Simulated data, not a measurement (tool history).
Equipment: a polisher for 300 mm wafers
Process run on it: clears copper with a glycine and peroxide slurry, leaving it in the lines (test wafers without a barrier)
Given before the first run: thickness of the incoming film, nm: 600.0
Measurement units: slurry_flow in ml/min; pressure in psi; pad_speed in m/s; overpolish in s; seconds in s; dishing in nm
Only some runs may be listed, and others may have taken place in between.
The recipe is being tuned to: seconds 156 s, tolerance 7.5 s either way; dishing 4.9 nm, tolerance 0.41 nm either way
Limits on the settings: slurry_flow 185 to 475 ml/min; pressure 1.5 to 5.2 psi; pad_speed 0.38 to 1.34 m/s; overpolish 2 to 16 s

run    day  slurry_flow  pressure  pad_speed  overpolish  seconds  dishing
  1      0          305       3.3       0.86           8   135.03   10.256
  2  0.067          295       3.2       0.88           7   137.12   9.5129
  3  0.146          295       3.7       0.88           7   125.53   9.9879
  4  0.442          295       3.7       1.06           7   110.35   10.134
  5  0.479          295       3.7       1.06           4   112.68   8.2513
  6  0.612          295       3.7       1.06           2   111.97   6.0179
  7  0.738          210       2.7       1.08           2   133.53   5.1523
  8  0.783          210       2.6       1.08           2   139.42   5.2027

Next run, 4 choices. One meets every target within its allowed miss, the rest don't. Which?
  A  0.829          235       2.3       1.16           2        ?        ?
  B  0.829          250         3       0.96           2        ?        ?
  C  0.829          215       2.6        0.9           2        ?        ?
  D  0.829          310       2.1       1.32           2        ?        ?

move  seconds  dishing
   A   138.29   5.2426
   B   134.88   5.3382
   C    154.7   4.8607
   D   128.61   5.5002
A: the biggest miss grows against the last run
B: the biggest miss grows against the last run
C: all results land within tolerance of their targets
D: the biggest miss grows against the last run
Answer: C

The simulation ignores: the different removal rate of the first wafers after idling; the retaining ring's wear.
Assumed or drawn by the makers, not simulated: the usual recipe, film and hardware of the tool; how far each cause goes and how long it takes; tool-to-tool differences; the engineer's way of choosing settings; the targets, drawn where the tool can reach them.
